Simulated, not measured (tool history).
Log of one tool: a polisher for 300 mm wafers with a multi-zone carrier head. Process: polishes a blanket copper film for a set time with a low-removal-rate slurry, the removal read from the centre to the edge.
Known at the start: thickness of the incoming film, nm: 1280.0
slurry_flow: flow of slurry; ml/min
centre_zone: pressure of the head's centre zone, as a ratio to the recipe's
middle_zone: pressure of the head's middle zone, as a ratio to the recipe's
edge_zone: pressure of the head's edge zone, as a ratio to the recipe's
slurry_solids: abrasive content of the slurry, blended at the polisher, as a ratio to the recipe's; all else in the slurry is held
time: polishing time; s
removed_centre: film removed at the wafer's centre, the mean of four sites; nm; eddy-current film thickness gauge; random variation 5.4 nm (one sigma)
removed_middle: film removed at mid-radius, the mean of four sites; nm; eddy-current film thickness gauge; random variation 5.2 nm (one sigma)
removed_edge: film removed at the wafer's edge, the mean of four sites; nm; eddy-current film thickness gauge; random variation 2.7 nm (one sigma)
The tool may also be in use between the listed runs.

run	hour	slurry_flow	centre_zone	middle_zone	edge_zone	slurry_solids	time	removed_centre	removed_middle	removed_edge
1	0	215	1	1	1	1	86	261.87	266.94	268.32
2	6.5	215	1	1	1	1.15	86	272.19	281.69	277.06
3	12.6	225	1.03	1.02	1.02	1.2	88	291.59	294.14	287.87
4	18.8	225	1.03	1.08	1.02	1.2	88	288.43	310.43	293.21
5	20.9	230	1.06	1.09	1.03	1.25	90	303.57	319.42	306.98
6	27.9	230	1.06	1.03	1.03	1.25	90	311.67	300.7	301.41

Run 7 comes next. What will it give?
7	28.5	290	1.16	1.13	1.01	1.5	99	?	?	?

Run 7 gave removed_centre 388.6 nm, removed_middle 385.37 nm, removed_edge 351.78 nm.
